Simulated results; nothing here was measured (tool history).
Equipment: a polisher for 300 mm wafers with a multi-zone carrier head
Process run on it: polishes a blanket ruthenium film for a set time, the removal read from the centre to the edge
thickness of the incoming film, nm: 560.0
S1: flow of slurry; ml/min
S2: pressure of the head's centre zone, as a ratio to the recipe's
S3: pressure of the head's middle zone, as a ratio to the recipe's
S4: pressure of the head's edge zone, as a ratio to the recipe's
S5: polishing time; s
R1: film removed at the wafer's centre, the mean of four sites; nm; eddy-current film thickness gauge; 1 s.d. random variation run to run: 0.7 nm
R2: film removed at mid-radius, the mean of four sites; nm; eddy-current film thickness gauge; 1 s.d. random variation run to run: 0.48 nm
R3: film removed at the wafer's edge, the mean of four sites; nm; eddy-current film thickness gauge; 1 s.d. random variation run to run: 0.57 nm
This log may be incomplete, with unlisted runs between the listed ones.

{"run": 1, "hour": 0.0, "S1": 185, "S2": 1, "S3": 1, "S4": 1, "S5": 72, "R1": 59.754, "R2": 59.375, "R3": 61.348}
{"run": 2, "hour": 8.9, "S1": 180, "S2": 1.01, "S3": 0.98, "S4": 0.96, "S5": 67, "R1": 56.394, "R2": 55.906, "R3": 54.554}
{"run": 3, "hour": 17.7, "S1": 180, "S2": 1.01, "S3": 0.95, "S4": 0.96, "S5": 67, "R1": 57.241, "R2": 53.487, "R3": 54.987}
{"run": 4, "hour": 25.4, "S1": 165, "S2": 1.01, "S3": 0.95, "S4": 0.96, "S5": 67, "R1": 55.524, "R2": 53.052, "R3": 54.434}
{"run": 5, "hour": 30.0, "S1": 165, "S2": 1.01, "S3": 0.95, "S4": 0.9, "S5": 67, "R1": 56.961, "R2": 52.839, "R3": 52.707}
{"run": 6, "hour": 35.6, "S1": 205, "S2": 1.01, "S3": 0.95, "S4": 0.9, "S5": 67, "R1": 56.949, "R2": 53.316, "R3": 52.534}

What does the tool deliver on the next run?
{"run": 7, "hour": 40.8, "S1": 205, "S2": 0.99, "S3": 0.93, "S4": 0.89, "S5": 65, "R1": "?", "R2": "?", "R3": "?"}

R1: 53.932 nm
R2: 51.853 nm
R3: 52.4 nm
